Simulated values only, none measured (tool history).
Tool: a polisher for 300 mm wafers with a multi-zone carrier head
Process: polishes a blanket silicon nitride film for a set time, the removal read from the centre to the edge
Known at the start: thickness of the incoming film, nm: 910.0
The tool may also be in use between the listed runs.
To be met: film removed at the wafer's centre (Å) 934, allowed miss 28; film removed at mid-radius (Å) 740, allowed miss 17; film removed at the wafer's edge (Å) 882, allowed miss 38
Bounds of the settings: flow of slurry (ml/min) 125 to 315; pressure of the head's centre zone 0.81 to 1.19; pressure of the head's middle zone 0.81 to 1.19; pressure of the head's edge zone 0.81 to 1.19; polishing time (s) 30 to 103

run	hour	flow of slurry (ml/min)	pressure of the head's centre zone	pressure of the head's middle zone	pressure of the head's edge zone	polishing time (s)	film removed at the wafer's centre (Å)	film removed at mid-radius (Å)	film removed at the wafer's edge (Å)
1	0	205	1	1	1	66	916.23	932.78	925.08
2	4.7	200	1.01	0.98	1	66	927.96	905.02	908.68
3	12.5	195	1.01	0.96	1.01	66	928.69	886.09	905.94
4	16.4	190	1.01	0.94	1.02	66	915.96	864.32	881.78
5	21.3	170	1.01	0.94	1.02	66	897.25	854.5	899.76
6	24.4	165	1.02	0.93	1.03	66	910.4	828.19	905.45
7	27.4	160	1.03	0.92	1.03	66	897.61	830.35	905.28
8	31.4	160	1.04	0.91	1.03	66	900.51	816.75	898.75
9	34	160	1.05	0.9	1.03	66	925.31	811.3	896.8
10	35.3	155	1.05	0.89	1.03	66	914.55	793.89	882.07
11	41.6	150	1.06	0.88	1.03	66	916.01	785.83	887.67
12	45.1	150	1.07	0.87	1.03	66	921.54	775.39	892.45
# hour 48.7: worn pad replaced by a new one
13	48.7	145	1.09	0.85	1.02	66	991.39	810.27	929.76
14	56.9	150	1.09	0.85	1.02	66	1001.7	806.07	932.53
15	61.8	140	1.07	0.81	1.01	62	901.47	725.72	876.07
16	67.9	165	1.09	0.82	1.01	62	962.81	751.16	911

4 next moves are on the table. One of them brings every result within its allowed miss. Which?
A	74	145	1.1	0.81	0.99	66	?	?	?
B	74	170	1.1	0.83	1.01	63	?	?	?
C	74	180	1.09	0.83	1.03	62	?	?	?
D	74	185	1.07	0.82	1.04	60	?	?	?

move	film removed at the wafer's centre (Å)	film removed at mid-radius (Å)	film removed at the wafer's edge (Å)
A	1009.8	768.85	916
B	1001.7	774.42	903.03
C	988.57	770.31	902.89
D	944.08	741.78	880.53
A: further off than the last run
B: further off than the last run
C: further off than the last run
D: meets every target
The right move is D.
